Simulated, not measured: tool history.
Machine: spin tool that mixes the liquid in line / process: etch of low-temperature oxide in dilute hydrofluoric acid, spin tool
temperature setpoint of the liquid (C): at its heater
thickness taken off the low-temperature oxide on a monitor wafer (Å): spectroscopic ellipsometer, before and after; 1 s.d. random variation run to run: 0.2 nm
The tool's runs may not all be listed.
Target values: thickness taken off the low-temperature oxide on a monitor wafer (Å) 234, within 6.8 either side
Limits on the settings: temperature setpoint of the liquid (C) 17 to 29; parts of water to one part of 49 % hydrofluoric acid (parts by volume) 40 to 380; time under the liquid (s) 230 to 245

| run | hour | temperature setpoint of the liquid (C) | parts of water to one part of 49 % hydrofluoric acid (parts by volume) | time under the liquid (s) | thickness taken off the low-temperature oxide on a monitor wafer (Å) |
|---|---|---|---|---|---|
| 1 | 0 | 21 | 210 | 230 | 98.363 |
| 2 | 8.9 | 21 | 145 | 230 | 155.05 |
| 3 | 16.6 | 21 | 145 | 230 | 154.39 |
| 4 | 17.3 | 21 | 75 | 230 | 315.7 |
| 5 | 25.1 | 20 | 80 | 230 | 283.12 |
| 6 | 29.5 | 20 | 110 | 230 | 197.52 |
|  | 32.3 | hydrofluoric acid flow meter replaced |
| 7 | 32.3 | 20.5 | 110 | 230 | 180.86 |
| 8 | 37.3 | 21.5 | 110 | 230 | 188.5 |

Pick the move, out of 5, that brings all results within their allowed miss; only one does.
| A | 42.3 | 18.5 | 80 | 245 | ? |
| B | 42.3 | 17 | 75 | 240 | ? |
| C | 42.3 | 29 | 120 | 235 | ? |
| D | 42.3 | 21 | 85 | 245 | ? |
| E | 42.3 | 22.5 | 95 | 245 | ? |

| move | thickness taken off the low-temperature oxide on a monitor wafer (Å) |
|---|---|
| A | 253.96 |
| B | 250.34 |
| C | 234.62 |
| D | 263.73 |
| E | 247.88 |
A: takes the result that was furthest off past its target
B: takes the result that was furthest off past its target
C: all results land within tolerance of their targets
D: takes the result that was furthest off past its target
E: takes the result that was furthest off past its target
Answer: C
